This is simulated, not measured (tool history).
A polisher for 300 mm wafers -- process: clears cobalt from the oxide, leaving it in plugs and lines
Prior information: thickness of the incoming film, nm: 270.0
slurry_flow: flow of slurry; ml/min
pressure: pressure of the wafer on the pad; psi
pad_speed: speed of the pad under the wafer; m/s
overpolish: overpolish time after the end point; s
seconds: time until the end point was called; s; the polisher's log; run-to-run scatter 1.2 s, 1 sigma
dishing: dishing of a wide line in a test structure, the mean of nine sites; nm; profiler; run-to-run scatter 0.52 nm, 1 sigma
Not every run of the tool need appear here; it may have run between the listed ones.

Run 1, hour 0.0: slurry_flow 295 ml/min, pressure 1.6 psi, pad_speed 1.14 m/s, overpolish 26 s. Result: seconds 66.194 s, dishing 37.266 nm.
Run 2, hour 6.5: slurry_flow 295 ml/min, pressure 1.4 psi, pad_speed 1.12 m/s, overpolish 21 s. Result: seconds 75.877 s, dishing 34.606 nm.
Run 3, hour 12.3: slurry_flow 335 ml/min, pressure 1.4 psi, pad_speed 1.12 m/s, overpolish 21 s. Result: seconds 74.035 s, dishing 33.628 nm.
Run 4, hour 13.2: slurry_flow 330 ml/min, pressure 1.2 psi, pad_speed 1.10 m/s, overpolish 19 s. Result: seconds 85.206 s, dishing 30.264 nm.
Run 5, hour 16.4: slurry_flow 330 ml/min, pressure 0.9 psi, pad_speed 1.10 m/s, overpolish 19 s. Result: seconds 108.100 s, dishing 28.297 nm.
Run 6, hour 24.4: slurry_flow 330 ml/min, pressure 1.1 psi, pad_speed 1.10 m/s, overpolish 19 s. Result: seconds 92.566 s, dishing 30.251 nm.
Run 7, hour 26.8: slurry_flow 320 ml/min, pressure 1.0 psi, pad_speed 1.10 m/s, overpolish 19 s. Result: seconds 98.511 s, dishing 28.638 nm.
Run 8, hour 27.4: slurry_flow 320 ml/min, pressure 0.9 psi, pad_speed 1.10 m/s, overpolish 21 s. Result: seconds 108.280 s, dishing 29.678 nm.
Run 9, hour 32.7: slurry_flow 315 ml/min, pressure 0.8 psi, pad_speed 1.10 m/s, overpolish 20 s. Result: seconds 119.290 s, dishing 27.027 nm.
Run 10, hour 38.3: slurry_flow 310 ml/min, pressure 0.8 psi, pad_speed 1.10 m/s, overpolish 21 s. Result: seconds 117.730 s, dishing 27.698 nm.
Run 11, hour 42.2: slurry_flow 300 ml/min, pressure 0.8 psi, pad_speed 1.10 m/s, overpolish 21 s. Result: seconds 119.230 s, dishing 28.340 nm.
Run 12, hour 46.4: slurry_flow 295 ml/min, pressure 0.8 psi, pad_speed 1.10 m/s, overpolish 20 s. Result: seconds 119.700 s, dishing 26.795 nm.
Run 13, hour 48.4: slurry_flow 290 ml/min, pressure 0.8 psi, pad_speed 1.10 m/s, overpolish 21 s. Result: seconds 119.460 s, dishing 29.298 nm.
Run 14, hour 51.8: slurry_flow 290 ml/min, pressure 0.8 psi, pad_speed 1.10 m/s, overpolish 20 s. Result: seconds 118.540 s, dishing 27.787 nm.
Run 15, hour 55.8: slurry_flow 290 ml/min, pressure 0.7 psi, pad_speed 1.10 m/s, overpolish 20 s. Result: seconds 131.980 s, dishing 26.313 nm.
Run 16, hour 62.1: slurry_flow 290 ml/min, pressure 0.7 psi, pad_speed 1.10 m/s, overpolish 20 s. Result: seconds 130.020 s, dishing 25.924 nm.
Run 17, hour 62.9: slurry_flow 290 ml/min, pressure 0.8 psi, pad_speed 1.10 m/s, overpolish 26 s. Result: seconds 118.100 s, dishing 31.068 nm.
Run 18, hour 68.6: slurry_flow 285 ml/min, pressure 0.8 psi, pad_speed 1.10 m/s, overpolish 25 s. Result: seconds 117.110 s, dishing 30.921 nm.
Run 19, hour 70.4: slurry_flow 280 ml/min, pressure 0.8 psi, pad_speed 1.10 m/s, overpolish 24 s. Result: seconds 120.790 s, dishing 30.030 nm.
Run 20, hour 72.4: slurry_flow 275 ml/min, pressure 0.8 psi, pad_speed 1.10 m/s, overpolish 23 s. Result: seconds 118.280 s, dishing 30.191 nm.
Run 21, hour 79.2: slurry_flow 280 ml/min, pressure 0.8 psi, pad_speed 1.10 m/s, overpolish 22 s. Result: seconds 118.740 s, dishing 28.579 nm.
Run 22, hour 85.1: slurry_flow 275 ml/min, pressure 0.8 psi, pad_speed 1.10 m/s, overpolish 21 s. Result: seconds 120.030 s, dishing 28.538 nm.
Run 23, hour 90.6: slurry_flow 270 ml/min, pressure 0.8 psi, pad_speed 1.10 m/s, overpolish 21 s. Result: seconds 119.490 s, dishing 28.884 nm.
Run 24, hour 96.0: slurry_flow 270 ml/min, pressure 0.8 psi, pad_speed 1.10 m/s, overpolish 20 s. Result: seconds 118.800 s, dishing 27.503 nm.

Forecast run 25:
Run 25, hour 101.3: slurry_flow 270 ml/min, pressure 0.7 psi, pad_speed 1.10 m/s, overpolish 21 s. Result: seconds ?, dishing ?.

seconds: 132.730 s
dishing: 26.721 nm
